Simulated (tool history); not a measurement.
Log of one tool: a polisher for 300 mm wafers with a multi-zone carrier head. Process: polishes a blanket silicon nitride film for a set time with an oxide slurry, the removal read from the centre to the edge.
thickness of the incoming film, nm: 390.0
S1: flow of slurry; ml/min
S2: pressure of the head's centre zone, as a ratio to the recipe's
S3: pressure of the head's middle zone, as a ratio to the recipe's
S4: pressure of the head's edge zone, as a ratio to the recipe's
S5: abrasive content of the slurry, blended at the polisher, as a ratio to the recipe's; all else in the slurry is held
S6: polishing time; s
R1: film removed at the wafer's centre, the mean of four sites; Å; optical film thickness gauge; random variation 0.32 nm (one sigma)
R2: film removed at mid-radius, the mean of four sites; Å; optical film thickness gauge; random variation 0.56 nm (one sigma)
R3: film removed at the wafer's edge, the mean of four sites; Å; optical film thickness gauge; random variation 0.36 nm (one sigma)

{"run": 1, "hour": 0.0, "S1": 290, "S2": 1.0, "S3": 1.0, "S4": 1.0, "S5": 1.0, "S6": 75, "R1": 624.03, "R2": 626.78, "R3": 618.31}
{"run": 2, "hour": 5.1, "S1": 320, "S2": 1.0, "S3": 1.0, "S4": 1.0, "S5": 1.0, "S6": 75, "R1": 620.11, "R2": 622.32, "R3": 613.73}
{"run": 3, "hour": 7.0, "S1": 320, "S2": 0.98, "S3": 0.98, "S4": 0.99, "S5": 0.95, "S6": 75, "R1": 592.63, "R2": 595.95, "R3": 594.41}
{"run": 4, "hour": 10.6, "S1": 320, "S2": 1.06, "S3": 0.98, "S4": 0.99, "S5": 0.95, "S6": 75, "R1": 645.99, "R2": 588.17, "R3": 587.23}
{"run": 5, "hour": 11.7, "S1": 320, "S2": 1.06, "S3": 0.98, "S4": 0.99, "S5": 1.1, "S6": 75, "R1": 705.37, "R2": 661.36, "R3": 651.83}
{"run": 6, "hour": 17.4, "S1": 320, "S2": 1.06, "S3": 0.98, "S4": 0.94, "S5": 1.1, "S6": 75, "R1": 695.64, "R2": 658.19, "R3": 648.04}
{"run": 7, "hour": 24.4, "S1": 315, "S2": 1.03, "S3": 0.97, "S4": 0.94, "S5": 1.05, "S6": 75, "R1": 663.56, "R2": 634.38, "R3": 629.86}
{"run": 8, "hour": 31.7, "S1": 315, "S2": 1.0, "S3": 0.96, "S4": 0.95, "S5": 1.0, "S6": 75, "R1": 626.77, "R2": 601.2, "R3": 607.99}
{"hour": 33.4, "done": "worn pad replaced by a new one"}
{"run": 9, "hour": 33.4, "S1": 315, "S2": 0.98, "S3": 0.96, "S4": 0.95, "S5": 1.0, "S6": 75, "R1": 657.65, "R2": 652.3, "R3": 637.8}
{"run": 10, "hour": 38.7, "S1": 295, "S2": 0.97, "S3": 0.97, "S4": 0.98, "S5": 0.95, "S6": 75, "R1": 608.61, "R2": 610.18, "R3": 627.18}
{"run": 11, "hour": 41.0, "S1": 295, "S2": 0.96, "S3": 0.97, "S4": 0.99, "S5": 0.9, "S6": 75, "R1": 591.27, "R2": 599.21, "R3": 599.17}
{"run": 12, "hour": 42.5, "S1": 295, "S2": 0.94, "S3": 0.96, "S4": 1.01, "S5": 0.85, "S6": 75, "R1": 547.54, "R2": 569.72, "R3": 584.63}

Run 13 comes next. What will it give?
{"run": 13, "hour": 47.6, "S1": 295, "S2": 0.94, "S3": 0.96, "S4": 1.03, "S5": 0.85, "S6": 75, "R1": "?", "R2": "?", "R3": "?"}

R1: 544.38 Å
R2: 569.60 Å
R3: 592.98 Å
